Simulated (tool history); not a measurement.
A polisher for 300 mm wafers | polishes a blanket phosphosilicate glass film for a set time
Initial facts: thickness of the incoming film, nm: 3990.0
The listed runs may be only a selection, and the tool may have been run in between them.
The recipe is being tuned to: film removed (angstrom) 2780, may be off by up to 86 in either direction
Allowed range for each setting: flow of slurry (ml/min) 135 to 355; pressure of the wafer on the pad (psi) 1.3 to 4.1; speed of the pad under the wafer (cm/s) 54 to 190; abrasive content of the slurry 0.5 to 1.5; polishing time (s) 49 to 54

run    day  flow of slurry (ml/min)  pressure of the wafer on the pad (psi)  speed of the pad under the wafer (cm/s)  abrasive content of the slurry  polishing time (s)  film removed (angstrom)
  1      0                      225                                     2.7                                      122                               1                  54                     4779
  2  0.217                      225                                     2.7                                      122                               1                  54                   4800.4
  3  0.262                      225                                     2.7                                       96                               1                  54                   3966.7
  4  0.317                      225                                     2.7                                       96                             1.1                  54                   4098.5
  5    0.6                      255                                     2.7                                       96                             1.1                  54                   4175.7
  6  0.904                      250                                     2.4                                       96                             1.1                  54                   3743.8
  7  1.092                      245                                     2.1                                       96                             1.1                  54                   3260.8
  8  1.304                      240                                       2                                       96                             1.1                  54                   3078.3
  9  1.629                      230                                     1.9                                       96                             1.1                  54                   2932.4

Which one of the following 5 next-run settings gets every result inside its allowed miss? There is exactly one.
  A  1.954                      260                                     1.4                                      144                            1.25                  51                        ?
  B  1.954                      140                                       3                                       84                             0.7                  53                        ?
  C  1.954                      230                                     1.7                                       98                            1.15                  50                        ?
  D  1.954                      235                                     1.9                                      112                             0.7                  54                        ?
  E  1.954                      330                                     1.6                                      100                             1.1                  53                        ?

move  film removed (angstrom)
   A                   3043.3
   B                   3083.3
   C                   2521.3
   D                   2732.3
   E                   2607.8
A: moves away from the targets compared with the last run
B: moves away from the targets compared with the last run
C: takes the biggest miss from the last run beyond its target
D: all results in spec
E: takes the biggest miss from the last run beyond its target
Go with D: it meets all targets.

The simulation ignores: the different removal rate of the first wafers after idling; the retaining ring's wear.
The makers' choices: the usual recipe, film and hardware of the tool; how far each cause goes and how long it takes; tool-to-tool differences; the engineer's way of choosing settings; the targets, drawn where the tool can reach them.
